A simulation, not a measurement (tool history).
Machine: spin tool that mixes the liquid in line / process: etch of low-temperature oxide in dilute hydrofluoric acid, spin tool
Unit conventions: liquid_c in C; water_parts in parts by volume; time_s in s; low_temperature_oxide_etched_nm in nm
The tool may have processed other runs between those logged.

run,hour,liquid_c,water_parts,time_s,low_temperature_oxide_etched_nm
1,0.0,25.0,250,290,18.224
2,7.8,25.0,250,290,18.437
3,11.7,25.0,250,290,18.270
4,12.8,22.0,250,290,16.315
5,15.4,19.0,250,290,14.517
6,18.0,18.5,265,290,13.466
7,18.6,18.0,280,290,12.228
8,19.9,18.0,290,290,11.750

For run 9, what comes out?
9,24.1,18.0,295,290,?

{"run 9": {"low_temperature_oxide_etched_nm": 11.486}}
